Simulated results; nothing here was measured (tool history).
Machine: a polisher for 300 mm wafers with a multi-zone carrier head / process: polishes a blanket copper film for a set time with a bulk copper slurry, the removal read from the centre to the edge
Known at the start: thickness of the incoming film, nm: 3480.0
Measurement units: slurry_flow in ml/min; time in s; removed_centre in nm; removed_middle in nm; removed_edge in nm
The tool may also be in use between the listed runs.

Run 1, day 0: slurry_flow 220 ml/min, centre_zone 1, middle_zone 1, edge_zone 1, slurry_solids 1, time 76 s. Result: removed_centre 539.95 nm, removed_middle 530.78 nm, removed_edge 544.25 nm.
Run 2, day 0.262: slurry_flow 255 ml/min, centre_zone 1, middle_zone 1, edge_zone 1, slurry_solids 1, time 76 s. Result: removed_centre 556.36 nm, removed_middle 539.1 nm, removed_edge 552.44 nm.
Run 3, day 0.458: slurry_flow 275 ml/min, centre_zone 1, middle_zone 1, edge_zone 1, slurry_solids 1, time 76 s. Result: removed_centre 572.59 nm, removed_middle 549.93 nm, removed_edge 562.58 nm.
Run 4, day 0.562: slurry_flow 275 ml/min, centre_zone 1, middle_zone 1, edge_zone 1, slurry_solids 1, time 85 s. Result: removed_centre 618.67 nm, removed_middle 609.05 nm, removed_edge 631.85 nm.
Run 5, day 0.875: slurry_flow 275 ml/min, centre_zone 0.96, middle_zone 1, edge_zone 1, slurry_solids 1, time 85 s. Result: removed_centre 597.31 nm, removed_middle 606.6 nm, removed_edge 628.45 nm.
Run 6, day 1: slurry_flow 255 ml/min, centre_zone 0.93, middle_zone 0.95, edge_zone 0.99, slurry_solids 0.95, time 85 s. Result: removed_centre 568.43 nm, removed_middle 572.16 nm, removed_edge 615.17 nm.
Run 7, day 1.208: slurry_flow 240 ml/min, centre_zone 0.91, middle_zone 0.91, edge_zone 0.99, slurry_solids 0.9, time 85 s. Result: removed_centre 546.12 nm, removed_middle 541.1 nm, removed_edge 597.54 nm.

Run 8 is up next; what results do you expect?
Run 8, day 1.429: slurry_flow 225 ml/min, centre_zone 0.9, middle_zone 0.88, edge_zone 1, slurry_solids 0.9, time 85 s. Result: removed_centre ?, removed_middle ?, removed_edge ?.

removed_centre: 537.45 nm
removed_middle: 525.19 nm
removed_edge: 596.77 nm

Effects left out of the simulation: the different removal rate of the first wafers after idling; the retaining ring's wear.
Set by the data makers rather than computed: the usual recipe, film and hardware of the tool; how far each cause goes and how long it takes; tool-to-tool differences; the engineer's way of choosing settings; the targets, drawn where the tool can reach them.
